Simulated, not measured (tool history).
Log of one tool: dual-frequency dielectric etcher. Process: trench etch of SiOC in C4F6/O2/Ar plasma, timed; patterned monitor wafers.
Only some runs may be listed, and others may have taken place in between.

run	hour	source power (W)	bias power (W)	etch time (s)	mean etch depth across the wafer (nm)
1	0.0	310	254	8.5	18.882
2	2.0	310	254	8.0	17.817
3	6.4	330	260	8.0	18.071
4	13.6	330	305	8.0	19.070
5	21.9	340	314	8.0	19.365
6	26.2	320	314	8.0	19.127

What does the tool deliver on the next run?
7	29.2	320	314	8.0	?

mean etch depth across the wafer (nm): 19.013
